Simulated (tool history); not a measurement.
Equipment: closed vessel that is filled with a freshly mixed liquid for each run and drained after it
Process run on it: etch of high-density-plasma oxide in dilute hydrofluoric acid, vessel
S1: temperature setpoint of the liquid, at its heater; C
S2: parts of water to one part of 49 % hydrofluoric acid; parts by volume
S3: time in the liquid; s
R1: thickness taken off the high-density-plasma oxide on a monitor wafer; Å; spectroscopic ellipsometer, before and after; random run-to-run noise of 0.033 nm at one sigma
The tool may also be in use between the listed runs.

run 1 hour=0 | S1=26 S2=75 S3=150 | R1=125.18
run 2 hour=4.9 | S1=26 S2=75 S3=150 | R1=125.99
run 3 hour=11.5 | S1=26 S2=75 S3=100 | R1=83.917
run 4 hour=13.6 | S1=25 S2=75 S3=100 | R1=79.561
run 5 hour=18.4 | S1=24 S2=75 S3=100 | R1=77.768
run 6 hour=19 | S1=27 S2=75 S3=100 | R1=86.983
run 7 hour=25 | S1=26 S2=75 S3=100 | R1=83.762
run 8 hour=29 | S1=25 S2=75 S3=100 | R1=80.685
run 9 hour=31.9 | S1=24.5 S2=75 S3=100 | R1=78.494

Run 10 has not been measured yet. What should we expect?
run 10 hour=37.3 | S1=24 S2=75 S3=100 | R1=?

R1: 77.394 Å
